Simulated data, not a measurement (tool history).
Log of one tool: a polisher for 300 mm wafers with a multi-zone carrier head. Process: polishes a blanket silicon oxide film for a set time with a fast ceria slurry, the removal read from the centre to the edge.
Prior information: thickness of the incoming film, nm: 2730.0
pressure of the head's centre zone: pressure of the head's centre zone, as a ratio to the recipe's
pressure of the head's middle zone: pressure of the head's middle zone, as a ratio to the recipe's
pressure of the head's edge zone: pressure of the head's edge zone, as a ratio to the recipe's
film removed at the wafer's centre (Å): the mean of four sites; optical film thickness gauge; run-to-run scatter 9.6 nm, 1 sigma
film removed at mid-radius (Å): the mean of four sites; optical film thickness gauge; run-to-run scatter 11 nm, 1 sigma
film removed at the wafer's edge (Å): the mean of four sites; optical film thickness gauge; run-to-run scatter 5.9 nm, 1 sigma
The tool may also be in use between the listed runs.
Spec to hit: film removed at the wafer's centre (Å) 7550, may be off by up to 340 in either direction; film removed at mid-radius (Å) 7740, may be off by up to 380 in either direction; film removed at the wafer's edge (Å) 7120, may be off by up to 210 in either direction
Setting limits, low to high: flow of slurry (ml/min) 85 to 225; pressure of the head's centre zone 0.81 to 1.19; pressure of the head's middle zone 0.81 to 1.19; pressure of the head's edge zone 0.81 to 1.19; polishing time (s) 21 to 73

run  hour  flow of slurry (ml/min)  pressure of the head's centre zone  pressure of the head's middle zone  pressure of the head's edge zone  polishing time (s)  film removed at the wafer's centre (Å)  film removed at mid-radius (Å)  film removed at the wafer's edge (Å)
  1     0                      145                                   1                                   1                                 1                  47                                  8778.6                          8716.6                                8901.5
  2   6.2                      145                                   1                                   1                                 1                  53                                  9961.4                           10179                                9953.3
  3   8.5                      140                                   1                                1.01                              0.97                  51                                  9477.1                          9495.9                                9501.8
  4  15.9                      140                                1.05                                1.01                              0.97                  51                                   10006                            9526                                9490.1
  5    17                      140                                1.09                                1.01                              0.97                  51                                   10106                          9438.2                                9538.7
  6  23.5                      140                                1.09                                1.01                              0.91                  51                                   10415                          9782.3                                9249.5
  7  25.6                      140                                1.07                                1.01                               0.9                  49                                  9696.3                          9275.8                                8872.5
  8  29.7                      115                                1.03                                1.05                              0.81                  40                                  7489.4                          7393.6                                6707.5
  9  37.3                      115                                1.03                                1.05                              0.81                  40                                  7238.8                          7227.4                                  6749
 10  45.8                      120                                1.03                                1.05                              0.82                  40                                  7432.8                          7594.8                                  6776
 11  47.5                      120                                1.03                                1.05                              0.83                  40                                  7414.9                          7369.7                                6722.8
 12  49.2                      120                                1.02                                1.05                              0.84                  40                                  7447.2                          7535.5                                6871.5
 13  56.1                      120                                1.02                                1.05                              0.85                  40                                  7494.4                          7504.8                                6831.9

5 candidate next runs follow, results not yet known. Just one meets every target within its allowed miss. Identify it.
  A    63                      105                                0.95                                0.93                              0.86                  42                                       ?                               ?                                     ?
  B    63                      105                                0.99                                   1                              0.81                  43                                       ?                               ?                                     ?
  C    63                       90                                0.94                                0.94                              0.85                  43                                       ?                               ?                                     ?
  D    63                      110                                0.97                                   1                              0.82                  39                                       ?                               ?                                     ?
  E    63                       95                                0.98                                0.98                              0.85                  40                                       ?                               ?                                     ?

move  film removed at the wafer's centre (Å)  film removed at mid-radius (Å)  film removed at the wafer's edge (Å)
   A                                  7158.1                          7044.2                                7160.3
   B                                  7642.6                          7562.1                                7133.9
   C                                  7055.9                          7091.3                                7172.7
   D                                  6845.3                          6907.9                                  6537
   E                                  6913.3                            6835                                6708.3
A: puts the biggest miss on target and leaves a different result outside tolerance
B: all results land within tolerance of their targets
C: puts the biggest miss on target and leaves a different result outside tolerance
D: moves away from the targets compared with the last run
E: moves away from the targets compared with the last run
Answer: B
